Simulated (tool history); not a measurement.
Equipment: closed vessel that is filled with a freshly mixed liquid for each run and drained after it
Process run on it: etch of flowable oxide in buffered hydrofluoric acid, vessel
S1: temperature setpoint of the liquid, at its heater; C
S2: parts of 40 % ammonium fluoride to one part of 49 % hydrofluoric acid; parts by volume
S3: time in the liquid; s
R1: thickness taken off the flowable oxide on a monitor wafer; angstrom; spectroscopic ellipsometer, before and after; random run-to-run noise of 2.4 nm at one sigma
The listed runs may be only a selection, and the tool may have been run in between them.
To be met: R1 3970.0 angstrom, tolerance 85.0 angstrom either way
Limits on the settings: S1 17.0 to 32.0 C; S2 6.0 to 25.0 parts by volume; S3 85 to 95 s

run 1 hour=0.0 | S1=24.0 S2=15.5 S3=85 | R1=3064.6
run 2 hour=0.6 | S1=24.0 S2=15.5 S3=95 | R1=3401.2
run 3 hour=9.5 | S1=24.0 S2=17.0 S3=95 | R1=3106.6
run 4 hour=11.1 | S1=24.0 S2=17.0 S3=95 | R1=3094.6
run 5 hour=15.6 | S1=21.5 S2=17.0 S3=95 | R1=2716.4
run 6 hour=16.7 | S1=21.5 S2=20.0 S3=95 | R1=2313.3
run 7 hour=20.8 | S1=24.5 S2=20.0 S3=95 | R1=2711.8
run 8 hour=29.5 | S1=26.5 S2=20.0 S3=95 | R1=3005.1
run 9 hour=33.7 | S1=26.5 S2=20.0 S3=95 | R1=3053.6
run 10 hour=40.5 | S1=28.0 S2=20.0 S3=95 | R1=3253.8
run 11 hour=42.1 | S1=29.0 S2=20.0 S3=95 | R1=3493.1
run 12 hour=50.0 | S1=29.5 S2=20.0 S3=95 | R1=3551.9
run 13 hour=52.1 | S1=32.0 S2=20.0 S3=95 | R1=4041.2

Next run, 4 choices. One meets every target within its allowed miss, the rest don't. Which?
run A hour=54.2 | S1=28.5 S2=16.0 S3=95 | R1=?
run B hour=54.2 | S1=32.0 S2=19.5 S3=95 | R1=?
run C hour=54.2 | S1=31.5 S2=19.0 S3=90 | R1=?
run D hour=54.2 | S1=31.0 S2=18.0 S3=95 | R1=?

move=A R1=4203.5
move=B R1=4161.1
move=C R1=3939.8
move=D R1=4272.1
A: further off than the last run
B: further off than the last run
C: meets every target
D: further off than the last run
Go with C: it meets all targets.
